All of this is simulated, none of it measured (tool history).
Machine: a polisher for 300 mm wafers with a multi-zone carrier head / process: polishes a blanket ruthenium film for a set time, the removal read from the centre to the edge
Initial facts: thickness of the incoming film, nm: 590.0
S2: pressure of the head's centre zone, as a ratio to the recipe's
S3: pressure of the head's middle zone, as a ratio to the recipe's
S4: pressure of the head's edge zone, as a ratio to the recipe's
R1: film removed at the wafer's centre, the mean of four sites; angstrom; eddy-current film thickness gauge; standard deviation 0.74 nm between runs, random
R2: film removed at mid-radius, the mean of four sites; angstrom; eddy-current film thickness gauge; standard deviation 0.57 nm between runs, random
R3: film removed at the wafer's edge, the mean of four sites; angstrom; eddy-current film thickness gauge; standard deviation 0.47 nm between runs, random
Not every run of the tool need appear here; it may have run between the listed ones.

run 1 hour=0 | flow_of_slurry_(ml/min)=155 S2=1 S3=1 S4=1 polishing_time_(s)=89 | R1=1007 R2=993.67 R3=1009.2
run 2 hour=5.8 | flow_of_slurry_(ml/min)=155 S2=1 S3=1 S4=1 polishing_time_(s)=106 | R1=1214.5 R2=1176 R3=1219.9
run 3 hour=10.2 | flow_of_slurry_(ml/min)=155 S2=0.99 S3=1.01 S4=0.98 polishing_time_(s)=101 | R1=1153 R2=1134.2 R3=1154.4
run 4 hour=11.4 | flow_of_slurry_(ml/min)=180 S2=0.99 S3=1.01 S4=0.98 polishing_time_(s)=101 | R1=1197.8 R2=1193.8 R3=1178.3
run 5 hour=16.2 | flow_of_slurry_(ml/min)=180 S2=0.99 S3=1.01 S4=0.93 polishing_time_(s)=101 | R1=1195.3 R2=1201.2 R3=1155.1
run 6 hour=19.8 | flow_of_slurry_(ml/min)=180 S2=0.98 S3=1.01 S4=0.92 polishing_time_(s)=96 | R1=1114.9 R2=1139.1 R3=1100.4

Predict the results of run 7:
run 7 hour=21.9 | flow_of_slurry_(ml/min)=180 S2=0.98 S3=1.02 S4=0.91 polishing_time_(s)=91 | R1=? R2=? R3=?

R1: 1055.6 angstrom
R2: 1092.2 angstrom
R3: 1028.5 angstrom
